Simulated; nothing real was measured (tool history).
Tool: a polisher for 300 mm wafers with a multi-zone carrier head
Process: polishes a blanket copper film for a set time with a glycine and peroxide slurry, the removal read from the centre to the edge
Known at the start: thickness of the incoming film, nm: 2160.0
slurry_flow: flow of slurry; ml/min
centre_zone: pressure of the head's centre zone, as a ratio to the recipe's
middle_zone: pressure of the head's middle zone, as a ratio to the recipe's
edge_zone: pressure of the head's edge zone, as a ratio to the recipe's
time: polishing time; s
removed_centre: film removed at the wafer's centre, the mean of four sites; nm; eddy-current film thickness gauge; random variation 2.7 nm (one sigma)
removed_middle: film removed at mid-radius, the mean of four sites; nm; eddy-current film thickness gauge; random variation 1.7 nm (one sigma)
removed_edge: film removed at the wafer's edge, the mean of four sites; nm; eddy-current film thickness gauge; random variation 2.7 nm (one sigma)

run 1 hour=0 | slurry_flow=155 centre_zone=1 middle_zone=1 edge_zone=1 time=45 | removed_centre=392.89 removed_middle=397.16 removed_edge=398.61
run 2 hour=0.7 | slurry_flow=145 centre_zone=1 middle_zone=0.96 edge_zone=0.99 time=42 | removed_centre=364.35 removed_middle=353.98 removed_edge=369.39
run 3 hour=2.4 | slurry_flow=135 centre_zone=0.99 middle_zone=0.93 edge_zone=0.98 time=39 | removed_centre=331.24 removed_middle=317.68 removed_edge=332.25
run 4 hour=6.1 | slurry_flow=135 centre_zone=0.99 middle_zone=0.93 edge_zone=1.06 time=39 | removed_centre=327.8 removed_middle=321.37 removed_edge=346.98
run 5 hour=6.8 | slurry_flow=130 centre_zone=0.99 middle_zone=0.9 edge_zone=1.06 time=37 | removed_centre=310.8 removed_middle=291.72 removed_edge=327.33
run 6 hour=15 | slurry_flow=130 centre_zone=0.99 middle_zone=0.96 edge_zone=1.06 time=37 | removed_centre=308.04 removed_middle=302.96 removed_edge=332.46
run 7 hour=21.4 | slurry_flow=125 centre_zone=0.99 middle_zone=0.93 edge_zone=1.06 time=36 | removed_centre=298.64 removed_middle=288.85 removed_edge=309.98
run 8 hour=28.8 | slurry_flow=125 centre_zone=0.99 middle_zone=0.93 edge_zone=1.06 time=36 | removed_centre=296.5 removed_middle=289.15 removed_edge=316.64
run 9 hour=33.4 | slurry_flow=120 centre_zone=0.99 middle_zone=0.9 edge_zone=1.06 time=35 | removed_centre=283.99 removed_middle=269.03 removed_edge=306.62

Run 10 comes next. What will it give?
run 10 hour=40.2 | slurry_flow=115 centre_zone=0.99 middle_zone=0.88 edge_zone=1.04 time=35 | removed_centre=? removed_middle=? removed_edge=?

Run 10 gave removed_centre 281.91 nm, removed_middle 267.62 nm, removed_edge 307.94 nm.

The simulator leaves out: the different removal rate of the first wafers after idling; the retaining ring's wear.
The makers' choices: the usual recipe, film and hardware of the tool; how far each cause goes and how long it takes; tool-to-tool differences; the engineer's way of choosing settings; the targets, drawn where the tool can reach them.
